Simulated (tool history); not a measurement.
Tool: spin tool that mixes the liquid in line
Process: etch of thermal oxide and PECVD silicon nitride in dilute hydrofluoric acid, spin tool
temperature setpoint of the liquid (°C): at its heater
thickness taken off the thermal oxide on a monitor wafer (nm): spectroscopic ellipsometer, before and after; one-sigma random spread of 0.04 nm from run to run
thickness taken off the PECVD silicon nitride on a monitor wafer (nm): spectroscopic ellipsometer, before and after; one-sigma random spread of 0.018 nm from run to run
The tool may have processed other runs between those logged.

run    day  temperature setpoint of the liquid (°C)  parts of water to one part of 49 % hydrofluoric acid (parts by volume)  time under the liquid (s)  thickness taken off the thermal oxide on a monitor wafer (nm)  thickness taken off the PECVD silicon nitride on a monitor wafer (nm)
  1      0                                       25                                                                      45                        180                                                         21.588                                                                 11.333
  2  0.262                                       23                                                                      55                        155                                                         13.591                                                                   6.92
  3  0.446                                       23                                                                      45                        155                                                         16.769                                                                 8.5129
  4    0.6                                     21.5                                                                      55                        140                                                         11.621                                                                 5.6763
  5  0.912                                       21                                                                      60                        125                                                         9.0879                                                                 4.5216
  6  1.204                                       21                                                                      70                        125                                                         7.7493                                                                 3.8682
  7  1.296                                       20                                                                      70                        115                                                         6.9552                                                                 3.3613
  8  1.579                                       20                                                                      70                        115                                                         6.8872                                                                  3.304

The next listed run, before its measurement:
  9  1.679                                       20                                                                      70                        105                                                              ?                                                                      ?

{"run 9": {"thickness taken off the thermal oxide on a monitor wafer (nm)": 6.2452, "thickness taken off the PECVD silicon nitride on a monitor wafer (nm)": 3.0686}}
